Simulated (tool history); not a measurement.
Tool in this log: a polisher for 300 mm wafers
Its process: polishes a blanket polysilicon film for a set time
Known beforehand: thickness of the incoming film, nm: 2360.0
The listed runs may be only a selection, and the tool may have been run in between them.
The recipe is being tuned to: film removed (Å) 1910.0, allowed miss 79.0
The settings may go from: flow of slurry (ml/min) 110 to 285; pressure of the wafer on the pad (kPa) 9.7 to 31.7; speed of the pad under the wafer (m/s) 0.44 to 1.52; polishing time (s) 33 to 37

| run | hour | flow of slurry (ml/min) | pressure of the wafer on the pad (kPa) | speed of the pad under the wafer (m/s) | polishing time (s) | film removed (Å) |
|---|---|---|---|---|---|---|
| 1 | 0.0 | 180 | 20.7 | 0.98 | 37 | 3670.1 |
| 2 | 7.2 | 180 | 20.7 | 0.98 | 33 | 3223.8 |
| 3 | 10.3 | 180 | 20.7 | 0.88 | 33 | 3010.7 |
| 4 | 18.6 | 180 | 19.3 | 0.88 | 33 | 2759.1 |
| 5 | 22.9 | 180 | 18.6 | 0.88 | 33 | 2639.5 |
| 6 | 30.8 | 135 | 18.6 | 0.88 | 33 | 2448.1 |
| 7 | 33.3 | 135 | 17.9 | 0.88 | 33 | 2450.2 |
| 8 | 39.9 | 135 | 17.2 | 0.88 | 33 | 2342.6 |
| 9 | 45.1 | 135 | 16.5 | 0.88 | 33 | 2252.0 |
| 10 | 53.3 | 135 | 13.1 | 0.86 | 33 | 1738.0 |

Next run, 5 choices. One meets every target within its allowed miss, the rest don't. Which?
| A | 61.5 | 130 | 17.2 | 0.64 | 36 | ? |
| B | 61.5 | 195 | 13.1 | 0.62 | 36 | ? |
| C | 61.5 | 165 | 11.7 | 0.88 | 33 | ? |
| D | 61.5 | 110 | 10.3 | 0.96 | 33 | ? |
| E | 61.5 | 130 | 12.4 | 0.78 | 33 | ? |

| move | film removed (Å) |
|---|---|
| A | 1906.8 |
| B | 1536.3 |
| C | 1671.8 |
| D | 1468.1 |
| E | 1513.5 |
A: every result within its allowed miss
B: further off than the last run
C: further off than the last run
D: further off than the last run
E: further off than the last run
Move A is the one to make.
